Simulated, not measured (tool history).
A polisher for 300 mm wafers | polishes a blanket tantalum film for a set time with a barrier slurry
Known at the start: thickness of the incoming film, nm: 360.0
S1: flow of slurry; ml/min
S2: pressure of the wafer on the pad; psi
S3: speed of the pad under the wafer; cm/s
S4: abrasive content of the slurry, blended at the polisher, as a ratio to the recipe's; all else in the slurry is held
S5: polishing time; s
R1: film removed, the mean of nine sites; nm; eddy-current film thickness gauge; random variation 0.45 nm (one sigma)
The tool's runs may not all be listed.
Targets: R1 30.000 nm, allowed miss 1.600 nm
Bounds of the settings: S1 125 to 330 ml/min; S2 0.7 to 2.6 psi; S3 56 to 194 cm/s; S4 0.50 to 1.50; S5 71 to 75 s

run	hour	S1	S2	S3	S4	S5	R1
1	0.0	210	1.6	124	1.00	71	125.790
2	3.2	190	1.4	108	0.90	71	92.568
3	8.3	190	1.4	108	0.80	71	82.580
4	16.8	165	1.4	108	0.80	71	81.619
5	17.8	165	1.4	108	1.00	71	92.152
6	23.9	155	1.2	96	0.90	71	67.029
7	26.4	155	1.2	96	0.90	71	67.534
8	32.6	150	1.1	86	0.85	71	53.214
9	35.8	145	0.7	56	0.80	71	22.611
10	37.7	145	0.8	56	0.80	71	25.760
11	38.8	145	0.9	56	0.80	71	28.613

4 next moves are on the table. One of them brings every result within its allowed miss. Which?
A	39.9	230	0.7	60	0.75	72	?
B	39.9	125	0.9	56	0.80	71	?
C	39.9	130	0.9	60	0.85	71	?
D	39.9	135	0.7	62	1.00	71	?

move	R1
A	24.947
B	27.271
C	30.454
D	27.093
A: further off than the last run
B: further off than the last run
C: meets every target
D: further off than the last run
The right move is C.
